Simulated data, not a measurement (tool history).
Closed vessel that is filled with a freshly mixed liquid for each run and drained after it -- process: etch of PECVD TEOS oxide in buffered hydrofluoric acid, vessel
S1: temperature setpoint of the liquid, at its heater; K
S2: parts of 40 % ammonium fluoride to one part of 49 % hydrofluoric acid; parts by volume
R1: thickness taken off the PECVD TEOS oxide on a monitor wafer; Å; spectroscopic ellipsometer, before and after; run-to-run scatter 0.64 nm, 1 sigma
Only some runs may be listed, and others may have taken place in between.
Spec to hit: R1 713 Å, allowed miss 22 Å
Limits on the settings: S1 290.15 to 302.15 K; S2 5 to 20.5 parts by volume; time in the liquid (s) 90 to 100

Run 1, hour 0: S1 294.15 K, S2 12.5 parts by volume, time in the liquid (s) 90. Result: R1 945.61 Å.
Run 2, hour 6.1: S1 294.15 K, S2 16 parts by volume, time in the liquid (s) 90. Result: R1 761.91 Å.
Run 3, hour 8.7: S1 297.15 K, S2 16 parts by volume, time in the liquid (s) 90. Result: R1 896.28 Å.
Run 4, hour 14: S1 297.15 K, S2 16 parts by volume, time in the liquid (s) 100. Result: R1 998.47 Å.
Run 5, hour 21: S1 295.65 K, S2 16 parts by volume, time in the liquid (s) 100. Result: R1 916.75 Å.
Run 6, hour 25.4: S1 295.65 K, S2 18 parts by volume, time in the liquid (s) 100. Result: R1 816.02 Å.
Run 7, hour 33.7: S1 295.15 K, S2 18 parts by volume, time in the liquid (s) 100. Result: R1 793.7 Å.
Run 8, hour 39.7: S1 295.15 K, S2 18 parts by volume, time in the liquid (s) 100. Result: R1 783.74 Å.
Run 9, hour 45.6: S1 294.65 K, S2 18 parts by volume, time in the liquid (s) 100. Result: R1 774.5 Å.

Which of these 4 next moves meets every target?
Run A, hour 51.5: S1 293.65 K, S2 20.5 parts by volume, time in the liquid (s) 100. Result: R1 ?.
Run B, hour 51.5: S1 293.15 K, S2 16 parts by volume, time in the liquid (s) 95. Result: R1 ?.
Run C, hour 51.5: S1 295.15 K, S2 18 parts by volume, time in the liquid (s) 100. Result: R1 ?.
Run D, hour 51.5: S1 293.65 K, S2 17.5 parts by volume, time in the liquid (s) 95. Result: R1 ?.

move      R1
   A  634.37
   B   742.9
   C  778.39
   D   699.4
A: carries the result that was furthest off beyond its target, to the other side
B: gains on the last run, yet a result remains outside its allowed miss
C: misses by more than the last run did
D: in spec on every target
So the answer is move D, the one that meets all the targets.
